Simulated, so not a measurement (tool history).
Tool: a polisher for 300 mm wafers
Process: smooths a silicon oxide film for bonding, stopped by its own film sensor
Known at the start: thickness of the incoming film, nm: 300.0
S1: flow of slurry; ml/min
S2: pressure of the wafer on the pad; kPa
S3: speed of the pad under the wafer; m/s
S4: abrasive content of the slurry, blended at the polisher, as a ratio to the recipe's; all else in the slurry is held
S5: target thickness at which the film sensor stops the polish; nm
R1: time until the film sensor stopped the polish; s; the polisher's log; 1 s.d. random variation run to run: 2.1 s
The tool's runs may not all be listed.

{"run": 1, "hour": 0.0, "S1": 240, "S2": 16.5, "S3": 0.68, "S4": 1.0, "S5": 229, "R1": 113.55}
{"run": 2, "hour": 3.3, "S1": 240, "S2": 16.5, "S3": 0.68, "S4": 1.0, "S5": 229, "R1": 112.01}
{"run": 3, "hour": 9.5, "S1": 240, "S2": 15.2, "S3": 0.68, "S4": 1.0, "S5": 229, "R1": 119.25}
{"run": 4, "hour": 10.1, "S1": 240, "S2": 13.8, "S3": 0.68, "S4": 1.0, "S5": 229, "R1": 131.77}
{"run": 5, "hour": 16.0, "S1": 240, "S2": 13.8, "S3": 0.84, "S4": 1.0, "S5": 229, "R1": 110.58}
{"hour": 21.3, "done": "slurry blender recalibrated"}
{"run": 6, "hour": 21.3, "S1": 240, "S2": 13.8, "S3": 0.68, "S4": 1.0, "S5": 229, "R1": 114.65}

What does the tool deliver on the next run?
{"run": 7, "hour": 25.7, "S1": 240, "S2": 13.8, "S3": 0.62, "S4": 0.9, "S5": 228, "R1": "?"}

Run 7 yielded R1 137.33 s.

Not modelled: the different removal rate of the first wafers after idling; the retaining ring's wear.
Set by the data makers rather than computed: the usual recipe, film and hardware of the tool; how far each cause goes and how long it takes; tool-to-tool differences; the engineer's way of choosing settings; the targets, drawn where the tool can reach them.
